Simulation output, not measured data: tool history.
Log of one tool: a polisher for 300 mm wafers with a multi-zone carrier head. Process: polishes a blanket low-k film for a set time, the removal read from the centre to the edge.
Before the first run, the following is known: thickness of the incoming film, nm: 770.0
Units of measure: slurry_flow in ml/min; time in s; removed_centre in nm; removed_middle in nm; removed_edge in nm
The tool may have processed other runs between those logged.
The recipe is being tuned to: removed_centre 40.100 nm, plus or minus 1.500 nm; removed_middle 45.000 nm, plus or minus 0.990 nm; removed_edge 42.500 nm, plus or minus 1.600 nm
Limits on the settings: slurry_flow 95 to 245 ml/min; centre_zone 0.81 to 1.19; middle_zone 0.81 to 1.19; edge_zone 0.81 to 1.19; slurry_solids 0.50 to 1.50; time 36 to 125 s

{"run": 1, "day": 0.0, "slurry_flow": 155, "centre_zone": 1.0, "middle_zone": 1.0, "edge_zone": 1.0, "slurry_solids": 1.0, "time": 80, "removed_centre": 37.652, "removed_middle": 38.008, "removed_edge": 36.867}
{"run": 2, "day": 0.071, "slurry_flow": 165, "centre_zone": 0.99, "middle_zone": 1.01, "edge_zone": 1.02, "slurry_solids": 1.0, "time": 80, "removed_centre": 38.199, "removed_middle": 39.462, "removed_edge": 37.88}
{"run": 3, "day": 0.183, "slurry_flow": 165, "centre_zone": 0.99, "middle_zone": 1.01, "edge_zone": 0.95, "slurry_solids": 1.0, "time": 80, "removed_centre": 37.559, "removed_middle": 39.18, "removed_edge": 36.277}
{"run": 4, "day": 0.554, "slurry_flow": 165, "centre_zone": 0.99, "middle_zone": 1.01, "edge_zone": 0.95, "slurry_solids": 1.2, "time": 80, "removed_centre": 42.132, "removed_middle": 43.042, "removed_edge": 41.106}
{"run": 5, "day": 0.85, "slurry_flow": 165, "centre_zone": 0.99, "middle_zone": 1.01, "edge_zone": 0.95, "slurry_solids": 1.2, "time": 62, "removed_centre": 32.676, "removed_middle": 33.724, "removed_edge": 31.361}
{"run": 6, "day": 0.929, "slurry_flow": 175, "centre_zone": 0.99, "middle_zone": 1.03, "edge_zone": 0.99, "slurry_solids": 1.25, "time": 62, "removed_centre": 34.66, "removed_middle": 35.743, "removed_edge": 33.484}
{"run": 7, "day": 1.083, "slurry_flow": 180, "centre_zone": 0.98, "middle_zone": 1.05, "edge_zone": 1.02, "slurry_solids": 1.3, "time": 62, "removed_centre": 34.737, "removed_middle": 36.423, "removed_edge": 35.196}
{"run": 8, "day": 1.421, "slurry_flow": 190, "centre_zone": 0.98, "middle_zone": 1.07, "edge_zone": 1.03, "slurry_solids": 1.35, "time": 62, "removed_centre": 35.263, "removed_middle": 38.468, "removed_edge": 35.149}
{"run": 9, "day": 1.788, "slurry_flow": 190, "centre_zone": 0.98, "middle_zone": 1.08, "edge_zone": 1.05, "slurry_solids": 1.4, "time": 63, "removed_centre": 36.306, "removed_middle": 39.894, "removed_edge": 36.919}
{"run": 10, "day": 2.092, "slurry_flow": 235, "centre_zone": 1.0, "middle_zone": 1.15, "edge_zone": 1.15, "slurry_solids": 1.5, "time": 63, "removed_centre": 39.621, "removed_middle": 45.169, "removed_edge": 40.515}

Exactly one of the 4 candidate moves below puts every result within its allowed miss. Which one?
{"run": "A", "day": 2.396, "slurry_flow": 195, "centre_zone": 1.0, "middle_zone": 0.96, "edge_zone": 1.19, "slurry_solids": 1.5, "time": 73, "removed_centre": "?", "removed_middle": "?", "removed_edge": "?"}
{"run": "B", "day": 2.396, "slurry_flow": 235, "centre_zone": 0.94, "middle_zone": 1.08, "edge_zone": 1.1, "slurry_solids": 1.45, "time": 68, "removed_centre": "?", "removed_middle": "?", "removed_edge": "?"}
{"run": "C", "day": 2.396, "slurry_flow": 235, "centre_zone": 1.01, "middle_zone": 1.02, "edge_zone": 1.18, "slurry_solids": 1.5, "time": 70, "removed_centre": "?", "removed_middle": "?", "removed_edge": "?"}
{"run": "D", "day": 2.396, "slurry_flow": 220, "centre_zone": 0.93, "middle_zone": 0.98, "edge_zone": 1.19, "slurry_solids": 1.5, "time": 69, "removed_centre": "?", "removed_middle": "?", "removed_edge": "?"}

move=A removed_centre=45.105 removed_middle=43.866 removed_edge=47.766
move=B removed_centre=40.049 removed_middle=45.655 removed_edge=42.844
move=C removed_centre=44.943 removed_middle=45.392 removed_edge=46.424
move=D removed_centre=40.377 removed_middle=42.915 removed_edge=45.701
A: the result that was furthest off in the last run now lies on the other side of its target
B: all results in spec
C: the result that was furthest off in the last run now lies on the other side of its target
D: the result that was furthest off in the last run now lies on the other side of its target
B is the move that brings every result within its allowed miss.
